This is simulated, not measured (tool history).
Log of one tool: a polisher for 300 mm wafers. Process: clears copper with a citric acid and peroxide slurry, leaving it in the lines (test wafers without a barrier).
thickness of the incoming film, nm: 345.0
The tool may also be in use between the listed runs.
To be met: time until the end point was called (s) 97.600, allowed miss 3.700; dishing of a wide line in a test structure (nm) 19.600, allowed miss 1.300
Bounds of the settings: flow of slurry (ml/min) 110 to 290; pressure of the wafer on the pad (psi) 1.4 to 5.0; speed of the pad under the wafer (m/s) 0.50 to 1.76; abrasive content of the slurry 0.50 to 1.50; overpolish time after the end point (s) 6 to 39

| run | hour | flow of slurry (ml/min) | pressure of the wafer on the pad (psi) | speed of the pad under the wafer (m/s) | abrasive content of the slurry | overpolish time after the end point (s) | time until the end point was called (s) | dishing of a wide line in a test structure (nm) |
|---|---|---|---|---|---|---|---|---|
| 1 | 0.0 | 185 | 3.2 | 1.12 | 1.00 | 20 | 135.300 | 19.348 |
| 2 | 2.1 | 185 | 3.2 | 1.26 | 1.00 | 20 | 120.880 | 19.445 |
| 3 | 10.0 | 230 | 3.2 | 1.26 | 1.00 | 20 | 117.750 | 19.686 |
| 4 | 14.9 | 230 | 3.3 | 1.26 | 1.00 | 19 | 115.010 | 20.063 |
| 5 | 21.4 | 230 | 2.5 | 1.26 | 1.00 | 19 | 147.890 | 18.088 |
| 6 | 26.3 | 250 | 2.5 | 1.26 | 1.00 | 19 | 144.240 | 17.659 |
| 7 | 29.9 | 250 | 2.7 | 1.26 | 1.00 | 19 | 137.250 | 19.129 |
| 8 | 36.6 | 250 | 2.9 | 1.26 | 1.00 | 18 | 127.010 | 18.017 |
| 9 | 43.0 | 250 | 3.0 | 1.26 | 1.00 | 18 | 123.060 | 18.463 |
| 10 | 44.8 | 250 | 3.1 | 1.26 | 1.00 | 18 | 121.020 | 18.750 |

Which of these 5 next moves meets every target?
| A | 46.6 | 205 | 3.0 | 0.96 | 0.95 | 32 | ? | ? |
| B | 46.6 | 220 | 2.3 | 1.22 | 1.00 | 21 | ? | ? |
| C | 46.6 | 270 | 2.7 | 1.08 | 1.00 | 23 | ? | ? |
| D | 46.6 | 240 | 2.8 | 1.18 | 1.05 | 27 | ? | ? |
| E | 46.6 | 290 | 3.9 | 1.28 | 0.85 | 17 | ? | ? |

| move | time until the end point was called (s) | dishing of a wide line in a test structure (nm) |
|---|---|---|
| A | 165.520 | 20.862 |
| B | 162.810 | 17.971 |
| C | 155.620 | 19.060 |
| D | 138.590 | 20.820 |
| E | 97.233 | 20.243 |
A: further off than the last run
B: further off than the last run
C: further off than the last run
D: further off than the last run
E: meets every target
Answer: E

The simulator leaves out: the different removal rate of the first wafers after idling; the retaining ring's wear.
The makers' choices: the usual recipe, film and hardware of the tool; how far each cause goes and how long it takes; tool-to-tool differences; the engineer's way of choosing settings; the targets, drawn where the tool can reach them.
